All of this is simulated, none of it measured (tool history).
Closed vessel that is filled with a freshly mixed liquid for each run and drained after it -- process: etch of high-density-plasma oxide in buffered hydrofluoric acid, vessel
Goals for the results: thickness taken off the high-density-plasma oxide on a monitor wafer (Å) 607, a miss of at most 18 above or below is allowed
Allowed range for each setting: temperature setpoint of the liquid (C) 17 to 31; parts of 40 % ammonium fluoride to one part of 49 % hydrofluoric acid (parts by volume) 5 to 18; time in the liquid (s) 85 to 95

run	hour	temperature setpoint of the liquid (C)	parts of 40 % ammonium fluoride to one part of 49 % hydrofluoric acid (parts by volume)	time in the liquid (s)	thickness taken off the high-density-plasma oxide on a monitor wafer (Å)
1	0	23	11	85	893.82
2	0.9	21.5	11	85	827.5
3	7.4	21.5	11	95	937.16
4	10.2	21.5	11	95	920.91
5	11.6	20.5	11.5	95	838.01
6	17.2	22	11.5	95	904.64
7	25.5	21	12	95	825.52
8	26.6	20	12	95	789.24
9	30.6	19.5	12.5	95	732.26

Which single option among these 5 for the next run brings every result within its allowed miss of target? Just one does.
A	34.6	17	12.5	90	?
B	34.6	19	11.5	95	?
C	34.6	18.5	15	90	?
D	34.6	21	10	95	?
E	34.6	20.5	9.5	85	?

move	thickness taken off the high-density-plasma oxide on a monitor wafer (Å)
A	602.1
B	772.5
C	548.24
D	990.19
E	889.95
A: hits every target within its allowed miss
B: the biggest miss grows against the last run
C: takes the result that was furthest off past its target
D: the biggest miss grows against the last run
E: the biggest miss grows against the last run
Correct choice: A, which meets every target
